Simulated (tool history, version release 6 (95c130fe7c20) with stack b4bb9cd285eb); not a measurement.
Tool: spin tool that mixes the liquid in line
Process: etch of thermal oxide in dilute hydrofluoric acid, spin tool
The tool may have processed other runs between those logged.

run,hour,temperature setpoint of the liquid (K),parts of water to one part of 49 % hydrofluoric acid (parts by volume),time under the liquid (s),thickness taken off the thermal oxide on a monitor wafer (Å)
1,0.0,294.15,105,265,99.702
2,4.4,296.65,105,265,108.240
3,9.3,295.65,105,265,104.650
4,18.0,295.65,105,265,104.920
5,25.3,295.65,135,265,77.526
6,32.8,296.15,135,265,79.796
# hour 34.7: hydrofluoric acid flow meter replaced
7,34.7,296.65,135,265,91.305
8,39.5,296.15,135,265,89.756

Run 9 is up next; what results do you expect?
9,47.5,295.65,135,265,?

thickness taken off the thermal oxide on a monitor wafer (Å): 89.454
